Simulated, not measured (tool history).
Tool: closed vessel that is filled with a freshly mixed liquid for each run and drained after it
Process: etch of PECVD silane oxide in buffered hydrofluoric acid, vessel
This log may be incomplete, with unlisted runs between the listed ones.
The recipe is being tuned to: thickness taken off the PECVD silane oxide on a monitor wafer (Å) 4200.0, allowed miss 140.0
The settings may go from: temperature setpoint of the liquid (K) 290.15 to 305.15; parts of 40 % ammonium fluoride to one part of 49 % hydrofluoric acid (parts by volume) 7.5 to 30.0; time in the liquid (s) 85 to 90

run	hour	temperature setpoint of the liquid (K)	parts of 40 % ammonium fluoride to one part of 49 % hydrofluoric acid (parts by volume)	time in the liquid (s)	thickness taken off the PECVD silane oxide on a monitor wafer (Å)
1	0.0	297.15	22.0	85	1528.6
2	5.3	297.15	26.0	85	1387.4
3	11.8	299.15	21.5	85	1738.4
4	19.4	300.65	18.0	85	2221.8
5	25.4	301.65	15.5	85	2682.5
6	31.2	301.65	20.5	85	2091.9
7	39.8	302.65	17.5	85	2505.4
8	40.4	303.15	15.5	85	2939.3
9	44.1	303.65	14.5	85	3238.9
10	45.0	304.15	13.5	85	3473.6
11	51.2	304.15	13.0	85	3611.9
12	52.3	304.15	12.5	85	3793.1

Which single option among these 5 for the next run brings every result within its allowed miss of target? Just one does.
A	53.4	305.15	11.5	90	?
B	53.4	303.65	11.0	85	?
C	53.4	303.65	14.0	85	?
D	53.4	303.15	12.5	85	?
E	53.4	305.15	13.5	90	?

move	thickness taken off the PECVD silane oxide on a monitor wafer (Å)
A	4634.4
B	4227.2
C	3340.5
D	3635.3
E	3963.2
A: moves the result that the last run missed by most past its target, out the other side
B: every result lands within tolerance
C: moves away from the targets compared with the last run
D: moves away from the targets compared with the last run
E: closes in on the targets versus the last run, not all within tolerance yet
Go with B: it meets all targets.
